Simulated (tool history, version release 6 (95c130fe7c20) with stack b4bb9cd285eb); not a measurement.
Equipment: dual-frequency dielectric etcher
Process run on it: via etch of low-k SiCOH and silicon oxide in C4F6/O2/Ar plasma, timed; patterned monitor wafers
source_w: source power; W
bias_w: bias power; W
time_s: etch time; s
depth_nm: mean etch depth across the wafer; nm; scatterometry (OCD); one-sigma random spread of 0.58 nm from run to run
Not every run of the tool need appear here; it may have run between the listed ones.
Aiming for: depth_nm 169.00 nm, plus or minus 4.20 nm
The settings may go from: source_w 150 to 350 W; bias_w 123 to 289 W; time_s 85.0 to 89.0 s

run  hour  source_w  bias_w  time_s  depth_nm
  1   0.0       250     206    85.0    199.09
  2   1.9       230     200    85.0    190.42
  3   2.6       220     197    85.0    183.93
  4   8.6       220     197    85.0    183.65
  5  10.6       210     196    85.0    179.57
  6  13.9       210     196    85.0    179.80
  7  17.7       200     195    85.0    174.91
  8  19.5       200     194    85.0    174.33

Which of these 5 next moves meets every target?
  A  21.3       180     183    85.0         ?
  B  21.3       190     166    87.0         ?
  C  21.3       180     177    85.5         ?
  D  21.3       170     191    85.0         ?
  E  21.3       210     177    85.0         ?

move  depth_nm
   A    162.03
   B    162.49
   C    160.39
   D    160.75
   E    171.90
A: the result that was furthest off in the last run now lies on the other side of its target
B: the result that was furthest off in the last run now lies on the other side of its target
C: the result that was furthest off in the last run now lies on the other side of its target
D: the result that was furthest off in the last run now lies on the other side of its target
E: every result within its allowed miss
E is the move that brings every result within its allowed miss.

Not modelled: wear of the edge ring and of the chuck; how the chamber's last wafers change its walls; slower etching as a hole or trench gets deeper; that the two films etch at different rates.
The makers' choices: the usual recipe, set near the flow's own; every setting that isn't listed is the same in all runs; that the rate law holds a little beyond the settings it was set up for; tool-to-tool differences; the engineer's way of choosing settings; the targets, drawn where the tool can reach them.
